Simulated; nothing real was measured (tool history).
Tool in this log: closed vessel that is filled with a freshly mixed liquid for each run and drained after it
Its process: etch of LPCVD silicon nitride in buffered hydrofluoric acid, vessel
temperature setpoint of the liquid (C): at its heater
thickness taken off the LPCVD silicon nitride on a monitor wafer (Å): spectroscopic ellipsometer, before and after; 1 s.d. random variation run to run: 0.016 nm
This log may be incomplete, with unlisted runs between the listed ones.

run,hour,temperature setpoint of the liquid (C),parts of 40 % ammonium fluoride to one part of 49 % hydrofluoric acid (parts by volume),time in the liquid (s),thickness taken off the LPCVD silicon nitride on a monitor wafer (Å)
1,0,24,12.5,230,22.163
2,6.8,24.5,12.5,230,22.771
3,12.9,25,12.5,230,23.49
4,20.3,21.5,12.5,230,19.274
5,27.9,21.5,12.5,230,19.346
6,29.4,20.5,12.5,230,18.311
7,36,21.5,12.5,230,19.357

Run 8 comes next. What will it give?
8,38.6,22.5,12.5,230,?

{"run 8": {"thickness taken off the LPCVD silicon nitride on a monitor wafer (Å)": 20.163}}
